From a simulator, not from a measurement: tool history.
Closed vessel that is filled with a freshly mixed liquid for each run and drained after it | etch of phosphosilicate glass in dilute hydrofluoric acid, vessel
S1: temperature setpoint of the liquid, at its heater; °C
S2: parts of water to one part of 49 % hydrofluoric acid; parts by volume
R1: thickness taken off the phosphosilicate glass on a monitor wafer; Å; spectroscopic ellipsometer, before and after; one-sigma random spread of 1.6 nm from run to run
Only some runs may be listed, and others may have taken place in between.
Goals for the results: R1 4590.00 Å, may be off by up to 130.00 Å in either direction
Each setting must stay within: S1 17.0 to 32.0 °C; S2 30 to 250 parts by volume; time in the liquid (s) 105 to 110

run 1 hour=0.0 | S1=24.0 S2=140 time_in_the_liquid_(s)=105 | R1=1103.40
run 2 hour=6.7 | S1=24.0 S2=140 time_in_the_liquid_(s)=105 | R1=1105.80
run 3 hour=10.1 | S1=20.5 S2=140 time_in_the_liquid_(s)=105 | R1=966.97
run 4 hour=17.0 | S1=20.5 S2=140 time_in_the_liquid_(s)=110 | R1=1007.60
run 5 hour=23.6 | S1=20.5 S2=170 time_in_the_liquid_(s)=110 | R1=803.49
run 6 hour=29.3 | S1=20.5 S2=135 time_in_the_liquid_(s)=110 | R1=1053.20
run 7 hour=32.2 | S1=22.0 S2=120 time_in_the_liquid_(s)=110 | R1=1271.90
-- hour=32.9 thermometer replaced
run 8 hour=32.9 | S1=26.0 S2=65 time_in_the_liquid_(s)=110 | R1=3093.70
run 9 hour=33.5 | S1=26.0 S2=65 time_in_the_liquid_(s)=110 | R1=3082.00

Which one of the following 5 next-run settings gets every result inside its allowed miss? There is exactly one.
run A hour=34.1 | S1=25.5 S2=40 time_in_the_liquid_(s)=110 | R1=?
run B hour=34.1 | S1=28.0 S2=90 time_in_the_liquid_(s)=105 | R1=?
run C hour=34.1 | S1=29.0 S2=50 time_in_the_liquid_(s)=110 | R1=?
run D hour=34.1 | S1=22.5 S2=85 time_in_the_liquid_(s)=105 | R1=?
run E hour=34.1 | S1=22.5 S2=70 time_in_the_liquid_(s)=110 | R1=?

move=A R1=5111.30
move=B R1=2234.70
move=C R1=4640.60
move=D R1=1916.00
move=E R1=2482.60
A: takes the biggest miss from the last run beyond its target
B: misses by more than the last run did
C: all results land within tolerance of their targets
D: misses by more than the last run did
E: misses by more than the last run did
Answer: C
